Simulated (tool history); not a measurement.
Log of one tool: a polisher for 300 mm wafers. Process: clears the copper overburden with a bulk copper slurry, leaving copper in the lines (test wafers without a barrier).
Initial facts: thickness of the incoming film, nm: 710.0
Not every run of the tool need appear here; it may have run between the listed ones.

run  hour  flow of slurry (ml/min)  pressure of the wafer on the pad (kPa)  speed of the pad under the wafer (cm/s)  abrasive content of the slurry  overpolish time after the end point (s)  time until the end point was called (s)  dishing of a wide line in a test structure (Å)
  1     0                      315                                    22.1                                       90                               1                                       24                                   67.284                                          1073.1
  2   4.6                      315                                    22.8                                       90                               1                                       23                                   65.715                                          1069.7
  3  10.1                      315                                    23.4                                       90                               1                                       22                                   64.234                                            1044
  4  18.8                      315                                    24.1                                       90                               1                                       22                                   61.032                                          1073.7
  5  20.4                      315                                    24.8                                       90                               1                                       22                                   58.187                                          1108.1
  6  28.8                      315                                    24.8                                       90                             0.9                                       22                                   60.367                                          1092.3

What does the tool deliver on the next run?
  7  36.2                      315                                    24.8                                       90                             0.9                                       21                                        ?                                               ?

time until the end point was called (s): 60.54
dishing of a wide line in a test structure (Å): 1063.3
